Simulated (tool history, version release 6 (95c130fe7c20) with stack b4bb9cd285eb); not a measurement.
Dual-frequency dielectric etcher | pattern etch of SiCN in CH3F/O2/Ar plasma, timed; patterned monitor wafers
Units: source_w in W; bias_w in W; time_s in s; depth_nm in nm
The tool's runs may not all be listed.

{"run": 1, "hour": 0.0, "source_w": 390, "bias_w": 68, "time_s": 64, "depth_nm": 25.044}
{"run": 2, "hour": 4.8, "source_w": 400, "bias_w": 68, "time_s": 64, "depth_nm": 25.168}
{"run": 3, "hour": 9.8, "source_w": 410, "bias_w": 68, "time_s": 64, "depth_nm": 25.493}
{"run": 4, "hour": 17.8, "source_w": 420, "bias_w": 68, "time_s": 64, "depth_nm": 25.528}
{"run": 5, "hour": 21.1, "source_w": 420, "bias_w": 68, "time_s": 67, "depth_nm": 26.975}
{"run": 6, "hour": 24.9, "source_w": 420, "bias_w": 68, "time_s": 64, "depth_nm": 25.556}
{"run": 7, "hour": 32.6, "source_w": 420, "bias_w": 68, "time_s": 64, "depth_nm": 25.681}
{"run": 8, "hour": 35.2, "source_w": 430, "bias_w": 68, "time_s": 64, "depth_nm": 25.596}

Forecast run 9:
{"run": 9, "hour": 38.9, "source_w": 440, "bias_w": 68, "time_s": 64, "depth_nm": "?"}

Run 9 gave depth_nm 26.182 nm.
